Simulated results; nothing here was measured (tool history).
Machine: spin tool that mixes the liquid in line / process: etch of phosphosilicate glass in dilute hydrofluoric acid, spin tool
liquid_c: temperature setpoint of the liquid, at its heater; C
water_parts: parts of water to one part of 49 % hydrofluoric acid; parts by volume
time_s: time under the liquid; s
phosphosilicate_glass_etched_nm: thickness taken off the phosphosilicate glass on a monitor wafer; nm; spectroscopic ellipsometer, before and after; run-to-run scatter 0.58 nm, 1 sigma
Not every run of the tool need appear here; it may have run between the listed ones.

run	hour	liquid_c	water_parts	time_s	phosphosilicate_glass_etched_nm
1	0.0	21.0	265	125	57.634
2	6.8	21.0	265	125	57.153
3	13.4	21.0	265	125	57.346
4	19.0	23.0	220	125	77.753
5	22.7	23.0	285	125	56.255
6	29.8	24.5	240	125	73.715
7	34.2	25.5	205	125	92.343

Run 8, settings as shown, results not yet in. Your forecast:
8	37.1	26.5	185	125	?

phosphosilicate_glass_etched_nm: 109.040 nm
